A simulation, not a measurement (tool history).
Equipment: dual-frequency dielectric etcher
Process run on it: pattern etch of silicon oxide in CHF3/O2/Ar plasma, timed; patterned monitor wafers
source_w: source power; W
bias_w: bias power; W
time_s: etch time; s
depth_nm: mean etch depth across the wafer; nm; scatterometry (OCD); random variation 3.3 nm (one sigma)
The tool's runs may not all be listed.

{"run": 1, "day": 0.0, "source_w": 790, "bias_w": 167, "time_s": 471.5, "depth_nm": 983.63}
{"run": 2, "day": 0.062, "source_w": 790, "bias_w": 147, "time_s": 471.5, "depth_nm": 961.01}
{"run": 3, "day": 0.262, "source_w": 790, "bias_w": 147, "time_s": 471.5, "depth_nm": 963.26}
{"run": 4, "day": 0.467, "source_w": 790, "bias_w": 147, "time_s": 493.5, "depth_nm": 1003.5}
{"run": 5, "day": 0.712, "source_w": 790, "bias_w": 167, "time_s": 493.5, "depth_nm": 1019.2}
{"run": 6, "day": 0.842, "source_w": 730, "bias_w": 160, "time_s": 489.5, "depth_nm": 968.79}
{"run": 7, "day": 0.967, "source_w": 690, "bias_w": 159, "time_s": 489.5, "depth_nm": 943.44}
{"run": 8, "day": 1.083, "source_w": 650, "bias_w": 158, "time_s": 489.5, "depth_nm": 914.72}
{"run": 9, "day": 1.121, "source_w": 490, "bias_w": 151, "time_s": 489, "depth_nm": 769.97}
{"run": 10, "day": 1.246, "source_w": 500, "bias_w": 151, "time_s": 489, "depth_nm": 783.41}

Run 11 is up next; what results do you expect?
{"run": 11, "day": 1.417, "source_w": 510, "bias_w": 151, "time_s": 489, "depth_nm": "?"}

depth_nm: 783.37 nm

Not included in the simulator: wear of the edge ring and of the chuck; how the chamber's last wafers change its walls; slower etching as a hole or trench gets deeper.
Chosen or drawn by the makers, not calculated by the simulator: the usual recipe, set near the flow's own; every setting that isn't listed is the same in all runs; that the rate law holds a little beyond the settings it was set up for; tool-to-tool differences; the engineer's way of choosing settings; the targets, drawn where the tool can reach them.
